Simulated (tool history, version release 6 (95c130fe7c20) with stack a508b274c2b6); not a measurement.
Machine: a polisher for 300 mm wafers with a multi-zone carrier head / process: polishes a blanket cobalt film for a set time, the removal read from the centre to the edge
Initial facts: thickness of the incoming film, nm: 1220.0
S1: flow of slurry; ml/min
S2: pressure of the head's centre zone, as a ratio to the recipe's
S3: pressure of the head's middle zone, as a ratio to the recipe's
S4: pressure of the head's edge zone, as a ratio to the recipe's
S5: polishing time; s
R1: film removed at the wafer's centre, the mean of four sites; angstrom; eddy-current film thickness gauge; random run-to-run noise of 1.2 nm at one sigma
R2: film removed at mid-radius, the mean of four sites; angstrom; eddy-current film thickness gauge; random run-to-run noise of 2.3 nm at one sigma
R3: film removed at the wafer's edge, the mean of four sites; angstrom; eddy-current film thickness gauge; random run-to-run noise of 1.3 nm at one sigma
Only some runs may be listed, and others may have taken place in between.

run	hour	S1	S2	S3	S4	S5	R1	R2	R3
1	0.0	240	1.00	1.00	1.00	61	1716.0	1726.7	1715.1
2	8.2	240	1.00	1.00	1.04	61	1704.8	1737.5	1747.1
3	10.2	240	0.98	1.02	1.06	61	1672.4	1748.5	1763.4
4	14.2	240	0.98	1.02	1.02	61	1677.4	1771.2	1729.2
5	18.0	240	0.96	1.03	1.04	61	1658.5	1763.1	1747.3
6	26.8	195	0.96	1.03	1.04	61	1615.1	1701.1	1705.1

Run 7 has not been measured yet. What should we expect?
7	28.8	205	0.94	1.05	1.06	61	?	?	?

For run 7 the tool returned R1 1589.2 angstrom, R2 1803.8 angstrom, R3 1722.7 angstrom.

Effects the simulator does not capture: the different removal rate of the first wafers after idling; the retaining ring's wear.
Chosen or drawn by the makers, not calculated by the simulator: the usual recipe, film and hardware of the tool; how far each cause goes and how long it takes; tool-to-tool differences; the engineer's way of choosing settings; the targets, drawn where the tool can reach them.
